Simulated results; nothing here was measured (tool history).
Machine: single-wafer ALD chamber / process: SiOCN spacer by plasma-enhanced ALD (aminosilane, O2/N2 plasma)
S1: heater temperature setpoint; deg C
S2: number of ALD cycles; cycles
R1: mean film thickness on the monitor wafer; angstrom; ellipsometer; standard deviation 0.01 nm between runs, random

run 1 hour=0.0 | S1=400 S2=76 | R1=45.841
run 2 hour=0.5 | S1=402 S2=71 | R1=42.510
run 3 hour=4.8 | S1=405 S2=68 | R1=40.375
run 4 hour=12.4 | S1=408 S2=66 | R1=38.953
run 5 hour=12.9 | S1=411 S2=65 | R1=37.971
run 6 hour=16.8 | S1=416 S2=65 | R1=37.367
run 7 hour=22.7 | S1=418 S2=65 | R1=37.273
run 8 hour=24.3 | S1=419 S2=64 | R1=36.543
run 9 hour=28.4 | S1=420 S2=64 | R1=36.601

For run 10, what comes out?
run 10 hour=34.7 | S1=421 S2=64 | R1=?

R1: 36.300 angstrom

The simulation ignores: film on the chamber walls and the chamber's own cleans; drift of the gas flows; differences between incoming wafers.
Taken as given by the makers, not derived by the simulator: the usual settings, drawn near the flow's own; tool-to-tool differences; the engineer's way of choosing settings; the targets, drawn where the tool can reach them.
